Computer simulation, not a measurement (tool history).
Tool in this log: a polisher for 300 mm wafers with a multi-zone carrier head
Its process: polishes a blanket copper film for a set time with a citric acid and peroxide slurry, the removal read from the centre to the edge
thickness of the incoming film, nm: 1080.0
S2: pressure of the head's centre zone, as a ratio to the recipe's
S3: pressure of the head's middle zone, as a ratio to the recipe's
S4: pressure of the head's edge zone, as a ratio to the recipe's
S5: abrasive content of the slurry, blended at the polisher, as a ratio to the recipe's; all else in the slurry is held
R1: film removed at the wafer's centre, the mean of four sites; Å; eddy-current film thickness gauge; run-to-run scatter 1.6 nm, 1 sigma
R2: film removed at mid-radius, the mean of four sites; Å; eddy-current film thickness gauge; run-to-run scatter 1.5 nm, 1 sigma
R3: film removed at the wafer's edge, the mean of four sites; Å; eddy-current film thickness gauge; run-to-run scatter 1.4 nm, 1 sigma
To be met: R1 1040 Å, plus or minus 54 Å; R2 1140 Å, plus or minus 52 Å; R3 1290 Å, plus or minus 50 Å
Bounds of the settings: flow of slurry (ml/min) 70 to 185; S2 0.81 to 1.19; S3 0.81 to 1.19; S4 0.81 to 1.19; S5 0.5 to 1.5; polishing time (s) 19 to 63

run 1 hour=0 | flow_of_slurry_(ml/min)=120 S2=1 S3=1 S4=1 S5=1 polishing_time_(s)=41 | R1=934.16 R2=934.75 R3=986.67
run 2 hour=6.6 | flow_of_slurry_(ml/min)=120 S2=1 S3=1 S4=1 S5=1 polishing_time_(s)=46 | R1=1050.7 R2=1070.9 R3=1087.1
run 3 hour=11.7 | flow_of_slurry_(ml/min)=120 S2=1 S3=1 S4=1 S5=1 polishing_time_(s)=42 | R1=968.03 R2=973.04 R3=1002.7
run 4 hour=14.3 | flow_of_slurry_(ml/min)=120 S2=1 S3=1 S4=1 S5=1.2 polishing_time_(s)=42 | R1=982.19 R2=1011.5 R3=1012.6
run 5 hour=19.3 | flow_of_slurry_(ml/min)=130 S2=1 S3=1 S4=1 S5=1.2 polishing_time_(s)=42 | R1=1021.3 R2=1048.4 R3=1044.6
run 6 hour=25.1 | flow_of_slurry_(ml/min)=105 S2=1 S3=1 S4=1 S5=1.2 polishing_time_(s)=42 | R1=967.13 R2=985.42 R3=999.39
run 7 hour=29.2 | flow_of_slurry_(ml/min)=105 S2=1 S3=1 S4=1 S5=1.2 polishing_time_(s)=42 | R1=931.04 R2=977.22 R3=998.35
run 8 hour=32.1 | flow_of_slurry_(ml/min)=115 S2=0.98 S3=0.98 S4=1.05 S5=1.25 polishing_time_(s)=43 | R1=998.99 R2=1014.9 R3=1077.9
run 9 hour=35.4 | flow_of_slurry_(ml/min)=115 S2=0.98 S3=0.98 S4=1.05 S5=1.25 polishing_time_(s)=43 | R1=978.1 R2=1008.8 R3=1064.1

Of the 4 settings listed for the next run, only one would bring every result within its allowed miss of target. Which one?
run A hour=38.7 | flow_of_slurry_(ml/min)=115 S2=0.94 S3=1.13 S4=0.98 S5=1.25 polishing_time_(s)=45 | R1=? R2=? R3=?
run B hour=38.7 | flow_of_slurry_(ml/min)=125 S2=0.86 S3=0.94 S4=1.11 S5=1.4 polishing_time_(s)=48 | R1=? R2=? R3=?
run C hour=38.7 | flow_of_slurry_(ml/min)=125 S2=0.85 S3=1.03 S4=1.07 S5=1.25 polishing_time_(s)=46 | R1=? R2=? R3=?
run D hour=38.7 | flow_of_slurry_(ml/min)=100 S2=0.9 S3=1.03 S4=1.06 S5=1.15 polishing_time_(s)=47 | R1=? R2=? R3=?

move=A R1=1026.5 R2=1202.7 R3=1086.2
move=B R1=1062.9 R2=1145.6 R3=1280.8
move=C R1=988.18 R2=1160.9 R3=1178.2
move=D R1=970.31 R2=1097.1 R3=1130.3
A: gains on the last run, yet a result remains outside its allowed miss
B: all results in spec
C: gains on the last run, yet a result remains outside its allowed miss
D: gains on the last run, yet a result remains outside its allowed miss
The move that meets every target is B.
